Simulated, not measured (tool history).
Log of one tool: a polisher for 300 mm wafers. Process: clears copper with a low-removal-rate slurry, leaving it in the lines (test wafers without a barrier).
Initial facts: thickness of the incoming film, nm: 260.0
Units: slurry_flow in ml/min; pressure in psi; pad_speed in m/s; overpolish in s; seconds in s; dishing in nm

run,hour,slurry_flow,pressure,pad_speed,slurry_solids,overpolish,seconds,dishing
1,0.0,230,2.7,1.34,1.00,18,74.067,27.044
2,2.7,230,2.7,1.34,1.15,18,71.069,28.342
3,3.3,230,2.7,1.34,1.15,11,71.550,21.166
4,4.3,205,2.7,1.34,1.15,11,71.889,21.387
5,10.8,205,2.3,1.32,1.15,12,83.904,19.540
6,15.8,205,2.1,1.30,1.15,14,92.659,20.955

What does the tool deliver on the next run?
7,18.7,205,1.5,1.26,1.15,12,?,?

{"run 7": {"seconds": 133.27, "dishing": 14.478}}

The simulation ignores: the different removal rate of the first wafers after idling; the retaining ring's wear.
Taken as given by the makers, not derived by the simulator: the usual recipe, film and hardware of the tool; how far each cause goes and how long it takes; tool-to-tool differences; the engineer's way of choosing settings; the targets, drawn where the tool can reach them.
